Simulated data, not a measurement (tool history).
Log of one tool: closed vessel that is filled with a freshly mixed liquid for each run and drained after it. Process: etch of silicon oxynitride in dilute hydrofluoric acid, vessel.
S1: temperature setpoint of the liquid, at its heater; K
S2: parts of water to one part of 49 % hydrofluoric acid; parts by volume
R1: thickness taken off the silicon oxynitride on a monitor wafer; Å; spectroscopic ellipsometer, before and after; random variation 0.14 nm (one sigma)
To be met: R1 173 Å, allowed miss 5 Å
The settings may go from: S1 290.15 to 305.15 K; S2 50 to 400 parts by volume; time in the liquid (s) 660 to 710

run 1 day=0 | S1=297.15 S2=225 time_in_the_liquid_(s)=660 | R1=119.51
run 2 day=0.308 | S1=299.15 S2=225 time_in_the_liquid_(s)=660 | R1=130.73
run 3 day=0.462 | S1=299.15 S2=290 time_in_the_liquid_(s)=660 | R1=96.409
run 4 day=0.671 | S1=296.15 S2=290 time_in_the_liquid_(s)=660 | R1=84.129
run 5 day=0.812 | S1=296.15 S2=255 time_in_the_liquid_(s)=660 | R1=98.491
run 6 day=1.112 | S1=296.15 S2=255 time_in_the_liquid_(s)=710 | R1=106.57
run 7 day=1.154 | S1=298.65 S2=250 time_in_the_liquid_(s)=710 | R1=119.64
run 8 day=1.221 | S1=300.15 S2=240 time_in_the_liquid_(s)=710 | R1=136.62
run 9 day=1.242 | S1=301.65 S2=235 time_in_the_liquid_(s)=710 | R1=146.36
run 10 day=1.317 | S1=302.65 S2=230 time_in_the_liquid_(s)=710 | R1=157.78
run 11 day=1.442 | S1=303.15 S2=230 time_in_the_liquid_(s)=710 | R1=160.42
run 12 day=1.521 | S1=303.65 S2=230 time_in_the_liquid_(s)=710 | R1=164.16

5 next moves are on the table. One of them brings every result within its allowed miss. Which?
run A day=1.6 | S1=304.15 S2=245 time_in_the_liquid_(s)=710 | R1=?
run B day=1.6 | S1=305.15 S2=250 time_in_the_liquid_(s)=660 | R1=?
run C day=1.6 | S1=305.15 S2=255 time_in_the_liquid_(s)=710 | R1=?
run D day=1.6 | S1=301.15 S2=190 time_in_the_liquid_(s)=660 | R1=?
run E day=1.6 | S1=302.65 S2=220 time_in_the_liquid_(s)=660 | R1=?

move=A R1=156.72
move=B R1=147.94
move=C R1=155.33
move=D R1=173.89
move=E R1=155.93
A: further off than the last run
B: further off than the last run
C: further off than the last run
D: meets every target
E: further off than the last run
The right move is D.
